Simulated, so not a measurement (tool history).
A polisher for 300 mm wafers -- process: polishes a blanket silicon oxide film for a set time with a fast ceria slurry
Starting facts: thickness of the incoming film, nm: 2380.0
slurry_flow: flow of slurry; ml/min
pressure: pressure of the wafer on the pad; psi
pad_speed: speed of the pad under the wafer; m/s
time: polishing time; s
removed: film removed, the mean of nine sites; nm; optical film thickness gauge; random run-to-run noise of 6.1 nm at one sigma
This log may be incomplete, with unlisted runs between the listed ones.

run  hour  slurry_flow  pressure  pad_speed  time  removed
  1   0.0          275       3.0       1.04    34   712.07
  2   3.2          275       3.0       1.04    34   730.95
  3  10.3          275       2.6       1.02    34   623.11
  4  11.5          275       2.3       1.02    34   577.68
  5  13.6          275       2.0       1.02    34   524.84
  6  22.4          250       2.0       1.02    34   514.35
  7  30.5          250       1.9       1.02    34   499.90

For run 8, what comes out?
  8  35.4          250       1.8       1.02    34        ?

Run 8 yielded removed 492.40 nm.

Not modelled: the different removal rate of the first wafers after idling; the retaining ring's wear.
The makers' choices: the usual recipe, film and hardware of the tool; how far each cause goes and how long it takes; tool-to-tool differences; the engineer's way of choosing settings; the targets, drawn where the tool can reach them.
